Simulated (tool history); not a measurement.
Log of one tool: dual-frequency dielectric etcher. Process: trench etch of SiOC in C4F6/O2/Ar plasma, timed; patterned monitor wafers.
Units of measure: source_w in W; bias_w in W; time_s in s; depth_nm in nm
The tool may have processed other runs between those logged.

{"run": 1, "day": 0.0, "source_w": 270, "bias_w": 152, "time_s": 9, "depth_nm": 15.549}
{"run": 2, "day": 0.1, "source_w": 300, "bias_w": 152, "time_s": 9, "depth_nm": 16.39}
{"run": 3, "day": 0.138, "source_w": 270, "bias_w": 144, "time_s": 9, "depth_nm": 15.221}
{"run": 4, "day": 0.317, "source_w": 270, "bias_w": 132, "time_s": 9, "depth_nm": 14.7}
{"run": 5, "day": 0.646, "source_w": 250, "bias_w": 130, "time_s": 9, "depth_nm": 14.064}
{"run": 6, "day": 1.017, "source_w": 230, "bias_w": 129, "time_s": 9, "depth_nm": 13.457}
{"run": 7, "day": 1.346, "source_w": 220, "bias_w": 128, "time_s": 9, "depth_nm": 13.094}

Expected results for the next run?
{"run": 8, "day": 1.675, "source_w": 210, "bias_w": 127, "time_s": 9, "depth_nm": "?"}

{"run 8": {"depth_nm": 12.657}}
